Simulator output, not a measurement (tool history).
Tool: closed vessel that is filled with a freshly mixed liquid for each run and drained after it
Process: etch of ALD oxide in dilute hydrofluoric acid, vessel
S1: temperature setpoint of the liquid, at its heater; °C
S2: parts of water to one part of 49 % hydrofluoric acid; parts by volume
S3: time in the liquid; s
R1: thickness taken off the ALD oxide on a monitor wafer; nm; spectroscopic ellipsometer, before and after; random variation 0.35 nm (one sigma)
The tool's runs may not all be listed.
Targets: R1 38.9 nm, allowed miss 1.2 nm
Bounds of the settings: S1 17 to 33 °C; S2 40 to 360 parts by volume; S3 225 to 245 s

| run | day | S1 | S2 | S3 | R1 |
|---|---|---|---|---|---|
| 1 | 0 | 25 | 200 | 225 | 10.179 |
| 2 | 0.158 | 27 | 155 | 230 | 15.445 |
| 3 | 0.221 | 27 | 155 | 245 | 16.554 |
| 4 | 0.575 | 25 | 155 | 245 | 15.167 |
| 5 | 0.862 | 28 | 155 | 245 | 16.804 |
| 6 | 1.129 | 28 | 155 | 245 | 16.995 |
| 7 | 1.329 | 32 | 75 | 245 | 45.78 |
| 8 | 1.621 | 31.5 | 75 | 245 | 44.29 |
| 9 | 1.929 | 31 | 75 | 245 | 43.854 |
| 10 | 2.188 | 30.5 | 75 | 245 | 42.891 |

Which of these 5 next moves meets every target?
| A | 2.446 | 30 | 80 | 245 | ? |
| B | 2.446 | 32 | 75 | 245 | ? |
| C | 2.446 | 30.5 | 70 | 245 | ? |
| D | 2.446 | 28 | 60 | 225 | ? |
| E | 2.446 | 31.5 | 70 | 230 | ? |

| move | R1 |
|---|---|
| A | 39.139 |
| B | 45.377 |
| C | 46.275 |
| D | 45.65 |
| E | 45.133 |
A: meets every target
B: further off than the last run
C: further off than the last run
D: further off than the last run
E: further off than the last run
Answer: A
